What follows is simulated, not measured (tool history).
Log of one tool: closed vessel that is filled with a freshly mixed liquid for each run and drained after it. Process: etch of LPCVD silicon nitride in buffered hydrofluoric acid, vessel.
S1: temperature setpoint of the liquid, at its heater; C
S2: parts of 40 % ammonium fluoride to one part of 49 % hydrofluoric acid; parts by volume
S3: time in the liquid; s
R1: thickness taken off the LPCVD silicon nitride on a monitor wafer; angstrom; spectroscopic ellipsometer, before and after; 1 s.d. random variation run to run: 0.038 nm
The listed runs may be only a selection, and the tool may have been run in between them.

{"run": 1, "hour": 0.0, "S1": 23, "S2": 22, "S3": 1215, "R1": 77.022}
{"run": 2, "hour": 5.6, "S1": 22, "S2": 23, "S3": 1215, "R1": 68.565}
{"run": 3, "hour": 7.8, "S1": 21, "S2": 23.5, "S3": 1215, "R1": 65.478}
{"run": 4, "hour": 10.8, "S1": 21, "S2": 26.5, "S3": 1215, "R1": 59.177}
{"run": 5, "hour": 13.2, "S1": 20.5, "S2": 27, "S3": 1215, "R1": 56.931}
{"run": 6, "hour": 18.3, "S1": 20.5, "S2": 27, "S3": 1300, "R1": 61.593}
{"run": 7, "hour": 21.7, "S1": 20, "S2": 27.5, "S3": 1290, "R1": 58.975}
{"run": 8, "hour": 25.8, "S1": 19.5, "S2": 28, "S3": 1280, "R1": 55.99}

Predict the results of run 9:
{"run": 9, "hour": 33.2, "S1": 19, "S2": 28.5, "S3": 1275, "R1": "?"}

Run 9 measured R1 53.366 angstrom.
